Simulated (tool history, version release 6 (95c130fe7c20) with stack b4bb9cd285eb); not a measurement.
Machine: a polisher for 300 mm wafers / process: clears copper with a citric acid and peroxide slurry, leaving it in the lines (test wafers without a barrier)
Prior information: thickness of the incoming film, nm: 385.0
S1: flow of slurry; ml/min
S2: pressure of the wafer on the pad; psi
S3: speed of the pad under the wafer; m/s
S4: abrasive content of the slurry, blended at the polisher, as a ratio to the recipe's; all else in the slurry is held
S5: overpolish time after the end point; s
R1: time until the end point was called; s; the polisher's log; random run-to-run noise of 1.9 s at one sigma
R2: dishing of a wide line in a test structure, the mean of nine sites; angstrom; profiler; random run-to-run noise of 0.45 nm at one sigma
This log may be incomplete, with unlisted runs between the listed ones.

{"run": 1, "day": 0.0, "S1": 265, "S2": 3.8, "S3": 0.84, "S4": 1.0, "S5": 14, "R1": 157.69, "R2": 258.32}
{"run": 2, "day": 0.312, "S1": 265, "S2": 2.9, "S3": 0.84, "S4": 1.0, "S5": 14, "R1": 210.35, "R2": 209.91}
{"run": 3, "day": 0.396, "S1": 265, "S2": 2.9, "S3": 0.84, "S4": 1.0, "S5": 19, "R1": 204.18, "R2": 274.49}
{"run": 4, "day": 0.646, "S1": 265, "S2": 2.9, "S3": 0.68, "S4": 1.0, "S5": 19, "R1": 243.19, "R2": 227.84}
{"run": 5, "day": 0.954, "S1": 265, "S2": 2.9, "S3": 0.68, "S4": 1.0, "S5": 22, "R1": 251.21, "R2": 259.75}
{"run": 6, "day": 1.088, "S1": 270, "S2": 3.5, "S3": 0.68, "S4": 1.0, "S5": 19, "R1": 220.09, "R2": 273.84}
{"run": 7, "day": 1.225, "S1": 265, "S2": 3.9, "S3": 0.72, "S4": 1.0, "S5": 16, "R1": 181.03, "R2": 263.93}
{"run": 8, "day": 1.529, "S1": 265, "S2": 4.3, "S3": 0.74, "S4": 1.0, "S5": 14, "R1": 157.09, "R2": 267.55}
{"run": 9, "day": 1.862, "S1": 265, "S2": 4.6, "S3": 0.74, "S4": 1.0, "S5": 13, "R1": 151.28, "R2": 254.67}
{"run": 10, "day": 2.112, "S1": 265, "S2": 4.9, "S3": 0.76, "S4": 1.0, "S5": 12, "R1": 137.05, "R2": 263.85}
{"run": 11, "day": 2.292, "S1": 265, "S2": 5.1, "S3": 0.78, "S4": 1.0, "S5": 11, "R1": 127.57, "R2": 261.38}

Predict the results of run 12:
{"run": 12, "day": 2.396, "S1": 265, "S2": 5.3, "S3": 0.78, "S4": 1.0, "S5": 11, "R1": "?", "R2": "?"}

{"run 12": {"R1": 121.06, "R2": 271.71}}
